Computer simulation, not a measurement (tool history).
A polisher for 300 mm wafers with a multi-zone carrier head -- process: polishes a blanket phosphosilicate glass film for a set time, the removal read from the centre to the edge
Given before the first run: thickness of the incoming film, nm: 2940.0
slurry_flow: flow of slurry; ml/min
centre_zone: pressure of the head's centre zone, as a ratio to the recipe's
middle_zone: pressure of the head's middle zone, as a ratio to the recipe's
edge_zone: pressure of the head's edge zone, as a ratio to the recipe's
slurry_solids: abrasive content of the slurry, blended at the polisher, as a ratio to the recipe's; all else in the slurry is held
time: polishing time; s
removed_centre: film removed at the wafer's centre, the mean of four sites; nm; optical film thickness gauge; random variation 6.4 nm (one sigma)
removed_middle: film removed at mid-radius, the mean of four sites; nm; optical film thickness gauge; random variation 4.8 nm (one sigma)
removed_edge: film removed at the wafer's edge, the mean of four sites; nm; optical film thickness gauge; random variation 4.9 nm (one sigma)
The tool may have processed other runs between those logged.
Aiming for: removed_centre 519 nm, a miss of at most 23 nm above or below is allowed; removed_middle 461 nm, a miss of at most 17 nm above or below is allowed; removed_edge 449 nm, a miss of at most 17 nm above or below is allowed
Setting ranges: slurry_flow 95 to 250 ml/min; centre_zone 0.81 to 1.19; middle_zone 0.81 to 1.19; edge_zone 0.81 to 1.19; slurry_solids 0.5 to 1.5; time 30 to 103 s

run  hour  slurry_flow  centre_zone  middle_zone  edge_zone  slurry_solids  time  removed_centre  removed_middle  removed_edge
  1     0          160            1            1          1              1    66          575.46          606.08        586.82
  2   3.7          155         1.02         0.99       0.98           0.95    66          572.48          582.38        564.64
  3     7          150         1.03         0.98       0.96            0.9    66          554.99          547.75        544.81
  4  10.4          150         1.03         1.05       0.96            0.9    66          545.41          584.72        533.43
  5    18          165         1.03         1.05       0.96            0.9    66          569.03          596.88        545.26
  6  22.8          165         0.95         1.05       0.96            0.9    66          524.11          600.68        535.55
  7  31.1          160         0.97         1.03       0.93           0.85    66          519.62          555.66        528.45
  8    33          155            1         1.03       0.91            0.8    66          520.19          539.29        495.97
  9  35.3          150         1.01         1.02       0.89            0.8    66          514.02          527.48        474.16
 10  38.1          145         1.02            1       0.89            0.8    66          514.73          523.87        483.86
 11  45.6          140         1.03         0.98       0.88            0.8    66          513.76           506.6         484.5
 12  50.7          140         1.04         0.97       0.87            0.8    66          522.46          497.87        481.55
 13    57          135         1.05         0.97       0.86            0.8    66          525.03          498.94        478.94
 14  63.3          135         1.06         0.96       0.85            0.8    66          529.23          493.91        466.31
 15  66.2          130         1.06         0.95       0.84            0.8    66          514.05          477.15        459.13
 16  68.1          130         1.06         0.95       0.84            0.8    66           524.4          483.66        462.29
 17    71          130         1.06         0.95       0.84            0.8    66          520.94          491.54        474.83
 18  76.6          130         1.07         0.95       0.84            0.8    66          522.55          488.15        475.18
 19  80.2          130         1.08         0.95       0.83            0.8    66          531.09          486.92        466.89
     83.8  -- worn pad replaced by a new one
 20  83.8          120         1.09         0.94       0.82            0.8    66          552.31          498.62        475.84
 21  90.7          125         1.09         0.94       0.82            0.8    66          549.41          495.34        498.93
 22  94.7          120         1.08         0.93       0.82            0.8    67          567.06          502.84        493.53

4 candidate next runs follow, results not yet known. Just one meets every target within its allowed miss. Identify it.
  A  98.7          125         1.03         1.08       0.96              1    60               ?               ?             ?
  B  98.7          115         1.18         1.06       0.81           0.95    60               ?               ?             ?
  C  98.7          105         1.18         1.09       0.81            0.7    75               ?               ?             ?
  D  98.7           95         1.09         0.93       0.81            0.8    65               ?               ?             ?

move  removed_centre  removed_middle  removed_edge
   A          542.91          583.29        540.49
   B          592.37          547.43        480.34
   C          598.03           567.7         489.7
   D           505.3          456.92        455.51
A: moves away from the targets compared with the last run
B: moves away from the targets compared with the last run
C: moves away from the targets compared with the last run
D: every result within its allowed miss
So the answer is move D, the one that meets all the targets.

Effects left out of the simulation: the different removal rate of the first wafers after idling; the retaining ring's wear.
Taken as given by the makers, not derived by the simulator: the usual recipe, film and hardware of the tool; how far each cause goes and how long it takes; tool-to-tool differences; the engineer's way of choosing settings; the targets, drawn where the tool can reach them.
